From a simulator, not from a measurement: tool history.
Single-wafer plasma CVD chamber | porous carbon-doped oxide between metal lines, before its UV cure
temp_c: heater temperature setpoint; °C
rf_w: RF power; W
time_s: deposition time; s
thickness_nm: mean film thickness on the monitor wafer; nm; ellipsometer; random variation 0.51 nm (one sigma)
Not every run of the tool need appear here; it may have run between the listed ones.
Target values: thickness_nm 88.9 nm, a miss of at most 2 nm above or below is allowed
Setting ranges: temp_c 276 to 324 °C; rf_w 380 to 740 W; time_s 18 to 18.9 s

run	hour	temp_c	rf_w	time_s	thickness_nm
1	0	300	560	18.9	112.63
2	8.3	300	560	18	108.31
3	9.5	289	560	18	117.21
4	17.1	289	605	18	121.32
5	25.2	289	530	18	112.07
6	27.2	289	450	18	101.14
7	30.5	293	445	18	98.287
8	35.4	296	440	18	95.481
9	40.4	298	435	18	93.732
10	45	299	435	18	92.551

Below are 4 possible settings for the next run. Only one of them brings all results inside the allowed miss of their targets. Which is it?
A	49.6	305	435	18	?
B	49.6	297	475	18	?
C	49.6	295	430	18.3	?
D	49.6	295	410	18.5	?

move	thickness_nm
A	89.302
B	99.481
C	96.036
D	93.856
A: in spec on every target
B: lands further from the targets than the last run did
C: lands further from the targets than the last run did
D: lands further from the targets than the last run did
A is the move that brings every result within its allowed miss.

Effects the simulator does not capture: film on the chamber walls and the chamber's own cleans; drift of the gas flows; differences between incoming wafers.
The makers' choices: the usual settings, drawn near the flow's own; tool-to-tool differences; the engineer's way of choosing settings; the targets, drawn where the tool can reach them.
